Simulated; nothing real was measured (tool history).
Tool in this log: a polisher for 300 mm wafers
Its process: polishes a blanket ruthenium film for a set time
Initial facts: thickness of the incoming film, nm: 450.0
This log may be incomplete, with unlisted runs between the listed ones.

| run | day | flow of slurry (ml/min) | pressure of the wafer on the pad (psi) | speed of the pad under the wafer (m/s) | polishing time (s) | film removed (nm) |
|---|---|---|---|---|---|---|
| 1 | 0 | 260 | 1.6 | 1.22 | 27 | 30.729 |
| 2 | 0.254 | 260 | 1.6 | 1.22 | 25 | 29.05 |
| 3 | 0.467 | 260 | 1.5 | 1.22 | 25 | 27.87 |
| 4 | 0.771 | 260 | 1.5 | 1.22 | 27 | 29.833 |
| 5 | 0.817 | 260 | 1.5 | 1.5 | 27 | 35.363 |
| 6 | 1.104 | 260 | 1.5 | 1.66 | 27 | 38.064 |

Run 7 has not been measured yet. What should we expect?
| 7 | 1.462 | 260 | 1.4 | 1.66 | 27 | ? |

For run 7 the tool returned film removed (nm) 37.126.

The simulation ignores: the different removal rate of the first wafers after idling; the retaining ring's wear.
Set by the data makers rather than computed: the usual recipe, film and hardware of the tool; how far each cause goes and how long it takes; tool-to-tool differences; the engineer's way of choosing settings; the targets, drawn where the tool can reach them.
